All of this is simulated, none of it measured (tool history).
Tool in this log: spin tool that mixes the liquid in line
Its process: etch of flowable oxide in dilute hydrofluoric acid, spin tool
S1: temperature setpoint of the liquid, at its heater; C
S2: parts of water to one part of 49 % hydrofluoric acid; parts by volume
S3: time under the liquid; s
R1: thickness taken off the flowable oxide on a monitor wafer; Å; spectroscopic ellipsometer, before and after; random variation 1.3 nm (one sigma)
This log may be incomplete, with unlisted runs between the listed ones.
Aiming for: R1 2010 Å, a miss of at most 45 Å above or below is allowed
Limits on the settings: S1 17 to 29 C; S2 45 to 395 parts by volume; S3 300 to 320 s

{"run": 1, "hour": 0.0, "S1": 21, "S2": 220, "S3": 300, "R1": 488.64}
{"run": 2, "hour": 1.4, "S1": 21, "S2": 220, "S3": 300, "R1": 486.2}
{"run": 3, "hour": 8.1, "S1": 21, "S2": 220, "S3": 320, "R1": 515.58}
{"run": 4, "hour": 15.7, "S1": 21, "S2": 280, "S3": 320, "R1": 386.73}
{"run": 5, "hour": 22.6, "S1": 23, "S2": 225, "S3": 320, "R1": 539.18}
{"run": 6, "hour": 27.7, "S1": 20.5, "S2": 225, "S3": 320, "R1": 497.99}
{"run": 7, "hour": 29.4, "S1": 22.5, "S2": 180, "S3": 320, "R1": 696.7}
{"hour": 30.1, "done": "hydrofluoric acid flow meter replaced"}
{"run": 8, "hour": 30.1, "S1": 24, "S2": 150, "S3": 320, "R1": 985.53}
{"run": 9, "hour": 31.3, "S1": 25, "S2": 135, "S3": 320, "R1": 1156.2}

5 next moves are on the table. One of them brings every result within its allowed miss. Which?
{"run": "A", "hour": 32.5, "S1": 29, "S2": 100, "S3": 320, "R1": "?"}
{"run": "B", "hour": 32.5, "S1": 27.5, "S2": 95, "S3": 320, "R1": "?"}
{"run": "C", "hour": 32.5, "S1": 26, "S2": 85, "S3": 320, "R1": "?"}
{"run": "D", "hour": 32.5, "S1": 26.5, "S2": 90, "S3": 315, "R1": "?"}
{"run": "E", "hour": 32.5, "S1": 24.5, "S2": 85, "S3": 320, "R1": "?"}

move=A R1=1876.1
move=B R1=1877.7
move=C R1=2006
move=D R1=1889.4
move=E R1=1890.3
A: an improvement on the last run, though not all results are within tolerance
B: an improvement on the last run, though not all results are within tolerance
C: each result inside its tolerance
D: an improvement on the last run, though not all results are within tolerance
E: an improvement on the last run, though not all results are within tolerance
So the answer is move C, the one that meets all the targets.

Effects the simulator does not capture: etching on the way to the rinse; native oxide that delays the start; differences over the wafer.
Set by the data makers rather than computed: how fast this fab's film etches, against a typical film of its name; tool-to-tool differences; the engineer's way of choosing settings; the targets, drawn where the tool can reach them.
